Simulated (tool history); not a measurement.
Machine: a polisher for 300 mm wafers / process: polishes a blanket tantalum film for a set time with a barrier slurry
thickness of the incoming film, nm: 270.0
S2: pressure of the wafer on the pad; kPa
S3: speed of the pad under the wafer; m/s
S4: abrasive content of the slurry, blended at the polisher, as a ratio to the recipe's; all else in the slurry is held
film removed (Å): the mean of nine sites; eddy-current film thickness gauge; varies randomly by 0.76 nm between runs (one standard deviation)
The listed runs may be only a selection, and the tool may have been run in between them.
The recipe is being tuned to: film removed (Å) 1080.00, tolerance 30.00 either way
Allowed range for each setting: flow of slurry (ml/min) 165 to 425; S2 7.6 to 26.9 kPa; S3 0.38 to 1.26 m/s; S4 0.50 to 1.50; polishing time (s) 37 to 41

{"run": 1, "hour": 0.0, "flow of slurry (ml/min)": 275, "S2": 17.2, "S3": 0.82, "S4": 1.0, "polishing time (s)": 41, "film removed (Å)": 686.14}
{"run": 2, "hour": 3.0, "flow of slurry (ml/min)": 275, "S2": 17.2, "S3": 0.82, "S4": 1.0, "polishing time (s)": 41, "film removed (Å)": 699.23}
{"run": 3, "hour": 6.2, "flow of slurry (ml/min)": 275, "S2": 14.5, "S3": 0.82, "S4": 1.0, "polishing time (s)": 41, "film removed (Å)": 584.49}
{"run": 4, "hour": 13.1, "flow of slurry (ml/min)": 275, "S2": 16.5, "S3": 0.82, "S4": 1.0, "polishing time (s)": 41, "film removed (Å)": 661.5}
{"run": 5, "hour": 19.9, "flow of slurry (ml/min)": 340, "S2": 16.5, "S3": 0.82, "S4": 1.0, "polishing time (s)": 41, "film removed (Å)": 679.63}
{"run": 6, "hour": 28.9, "flow of slurry (ml/min)": 385, "S2": 16.5, "S3": 0.82, "S4": 1.0, "polishing time (s)": 41, "film removed (Å)": 690.07}
{"run": 7, "hour": 37.4, "flow of slurry (ml/min)": 385, "S2": 18.6, "S3": 0.82, "S4": 1.0, "polishing time (s)": 41, "film removed (Å)": 764.99}
{"run": 8, "hour": 42.9, "flow of slurry (ml/min)": 385, "S2": 20.0, "S3": 0.82, "S4": 1.0, "polishing time (s)": 41, "film removed (Å)": 804.65}
{"run": 9, "hour": 49.7, "flow of slurry (ml/min)": 385, "S2": 20.0, "S3": 0.82, "S4": 1.0, "polishing time (s)": 41, "film removed (Å)": 819.86}
{"run": 10, "hour": 56.2, "flow of slurry (ml/min)": 390, "S2": 24.8, "S3": 0.82, "S4": 1.0, "polishing time (s)": 41, "film removed (Å)": 1020.1}
{"run": 11, "hour": 57.7, "flow of slurry (ml/min)": 390, "S2": 25.5, "S3": 0.82, "S4": 1.0, "polishing time (s)": 41, "film removed (Å)": 1028.2}

4 next moves are on the table. One of them brings every result within its allowed miss. Which?
{"run": "A", "hour": 59.2, "flow of slurry (ml/min)": 395, "S2": 26.2, "S3": 0.72, "S4": 1.1, "polishing time (s)": 40, "film removed (Å)": "?"}
{"run": "B", "hour": 59.2, "flow of slurry (ml/min)": 385, "S2": 26.2, "S3": 0.8, "S4": 1.0, "polishing time (s)": 40, "film removed (Å)": "?"}
{"run": "C", "hour": 59.2, "flow of slurry (ml/min)": 385, "S2": 24.8, "S3": 0.92, "S4": 1.05, "polishing time (s)": 41, "film removed (Å)": "?"}
{"run": "D", "hour": 59.2, "flow of slurry (ml/min)": 395, "S2": 26.9, "S3": 0.82, "S4": 1.15, "polishing time (s)": 39, "film removed (Å)": "?"}

move=A film_removed_(Å)=945.44
move=B film_removed_(Å)=1015.50
move=C film_removed_(Å)=1147.90
move=D film_removed_(Å)=1086.10
A: moves away from the targets compared with the last run
B: moves away from the targets compared with the last run
C: moves the result that the last run missed by most past its target, out the other side
D: each result inside its tolerance
Go with D: it meets all targets.
